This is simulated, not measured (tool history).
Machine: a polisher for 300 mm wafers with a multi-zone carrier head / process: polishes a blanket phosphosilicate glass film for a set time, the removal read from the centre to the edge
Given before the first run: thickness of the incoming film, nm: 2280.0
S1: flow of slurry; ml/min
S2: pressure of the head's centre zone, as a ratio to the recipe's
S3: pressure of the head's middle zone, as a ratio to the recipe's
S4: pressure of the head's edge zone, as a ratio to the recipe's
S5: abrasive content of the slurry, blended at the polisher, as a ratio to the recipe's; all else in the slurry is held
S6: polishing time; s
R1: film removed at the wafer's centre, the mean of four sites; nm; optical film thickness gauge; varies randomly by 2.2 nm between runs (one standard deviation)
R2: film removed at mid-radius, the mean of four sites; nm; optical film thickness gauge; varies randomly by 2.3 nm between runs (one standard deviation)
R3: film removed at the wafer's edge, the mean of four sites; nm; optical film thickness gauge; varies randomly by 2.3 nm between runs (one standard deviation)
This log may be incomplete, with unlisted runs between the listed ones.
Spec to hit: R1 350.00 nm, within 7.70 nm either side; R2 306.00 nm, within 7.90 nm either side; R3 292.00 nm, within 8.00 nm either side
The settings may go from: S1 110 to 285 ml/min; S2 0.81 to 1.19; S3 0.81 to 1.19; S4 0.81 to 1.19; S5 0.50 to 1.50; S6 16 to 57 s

run,hour,S1,S2,S3,S4,S5,S6,R1,R2,R3
1,0.0,180,1.00,1.00,1.00,1.00,36,439.93,419.01,413.12
2,7.6,180,1.00,1.00,1.00,0.85,36,409.56,397.03,398.05
3,8.9,180,1.03,1.00,0.96,0.75,35,396.32,368.34,363.00
4,14.3,180,1.03,1.00,0.96,0.60,35,367.87,345.16,330.88
5,21.2,180,0.96,1.00,0.96,0.60,35,343.50,348.20,333.03
6,23.3,180,0.96,1.00,0.96,0.60,44,434.38,434.78,420.53
7,28.2,180,0.98,0.98,0.93,0.60,42,420.86,410.21,393.80
8,32.7,180,0.98,0.98,0.93,0.60,42,420.38,410.04,394.16
9,36.0,175,1.00,0.96,0.90,0.60,40,404.50,379.74,377.02
10,42.2,185,1.02,0.96,0.89,0.60,38,397.14,361.12,348.87
11,46.0,195,1.02,0.95,0.88,0.60,37,389.86,351.17,339.27
12,53.9,200,1.02,0.94,0.87,0.60,36,386.50,342.19,332.67

4 candidate next runs follow, results not yet known. Just one meets every target within its allowed miss. Identify it.
A,61.8,125,1.10,0.86,0.87,0.50,43,?,?,?
B,61.8,205,1.03,1.01,0.82,0.55,36,?,?,?
C,61.8,165,0.94,0.85,0.89,0.80,40,?,?,?
D,61.8,125,1.09,0.98,0.85,0.70,32,?,?,?

move,R1,R2,R3
A,427.90,332.73,352.41
B,379.54,356.75,313.80
C,417.44,374.59,398.72
D,350.99,306.85,288.00
A: lands further from the targets than the last run did
B: lands further from the targets than the last run did
C: lands further from the targets than the last run did
D: every result lands within tolerance
Move D is the one to make.

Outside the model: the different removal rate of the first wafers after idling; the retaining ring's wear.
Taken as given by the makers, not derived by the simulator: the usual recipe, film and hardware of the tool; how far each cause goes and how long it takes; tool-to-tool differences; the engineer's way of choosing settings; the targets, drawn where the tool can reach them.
